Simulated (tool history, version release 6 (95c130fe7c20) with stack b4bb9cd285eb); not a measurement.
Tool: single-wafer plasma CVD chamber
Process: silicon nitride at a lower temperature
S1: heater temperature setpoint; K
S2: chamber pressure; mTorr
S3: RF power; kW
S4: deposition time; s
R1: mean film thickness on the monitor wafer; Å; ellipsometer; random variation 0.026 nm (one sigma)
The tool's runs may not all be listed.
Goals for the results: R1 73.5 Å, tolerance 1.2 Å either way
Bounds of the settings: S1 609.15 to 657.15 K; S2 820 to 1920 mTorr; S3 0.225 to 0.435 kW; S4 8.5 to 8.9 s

{"run": 1, "day": 0.0, "S1": 633.15, "S2": 1370, "S3": 0.33, "S4": 8.9, "R1": 96.286}
{"run": 2, "day": 0.371, "S1": 633.15, "S2": 1310, "S3": 0.32, "S4": 8.9, "R1": 93.244}
{"run": 3, "day": 0.688, "S1": 633.15, "S2": 1260, "S3": 0.31, "S4": 8.9, "R1": 90.827}
{"run": 4, "day": 0.971, "S1": 633.15, "S2": 1260, "S3": 0.31, "S4": 8.5, "R1": 86.664}
{"run": 5, "day": 1.288, "S1": 642.15, "S2": 1260, "S3": 0.31, "S4": 8.5, "R1": 86.752}
{"run": 6, "day": 1.362, "S1": 634.15, "S2": 1260, "S3": 0.31, "S4": 8.5, "R1": 87.255}
{"run": 7, "day": 1.488, "S1": 634.15, "S2": 1210, "S3": 0.305, "S4": 8.5, "R1": 85.696}
{"run": 8, "day": 1.708, "S1": 634.15, "S2": 1170, "S3": 0.3, "S4": 8.5, "R1": 84.132}
{"run": 9, "day": 2.054, "S1": 634.15, "S2": 1130, "S3": 0.295, "S4": 8.5, "R1": 82.37}
{"run": 10, "day": 2.362, "S1": 634.15, "S2": 1100, "S3": 0.29, "S4": 8.5, "R1": 80.767}
{"run": 11, "day": 2.725, "S1": 634.15, "S2": 1070, "S3": 0.285, "S4": 8.5, "R1": 79.82}
{"run": 12, "day": 2.933, "S1": 634.15, "S2": 1040, "S3": 0.28, "S4": 8.5, "R1": 78.046}

Below are 5 possible settings for the next run. Only one of them brings all results inside the allowed miss of their targets. Which is it?
{"run": "A", "day": 3.142, "S1": 631.15, "S2": 930, "S3": 0.23, "S4": 8.8, "R1": "?"}
{"run": "B", "day": 3.142, "S1": 631.15, "S2": 820, "S3": 0.29, "S4": 8.6, "R1": "?"}
{"run": "C", "day": 3.142, "S1": 633.15, "S2": 1020, "S3": 0.225, "S4": 8.6, "R1": "?"}
{"run": "D", "day": 3.142, "S1": 634.15, "S2": 950, "S3": 0.25, "S4": 8.5, "R1": "?"}
{"run": "E", "day": 3.142, "S1": 621.15, "S2": 1160, "S3": 0.28, "S4": 8.7, "R1": "?"}

move=A R1=71.246
move=B R1=73.323
move=C R1=71.327
move=D R1=71.886
move=E R1=83.307
A: the result that was furthest off in the last run now lies on the other side of its target
B: all results in spec
C: the result that was furthest off in the last run now lies on the other side of its target
D: the result that was furthest off in the last run now lies on the other side of its target
E: moves away from the targets compared with the last run
Correct choice: B, which meets every target
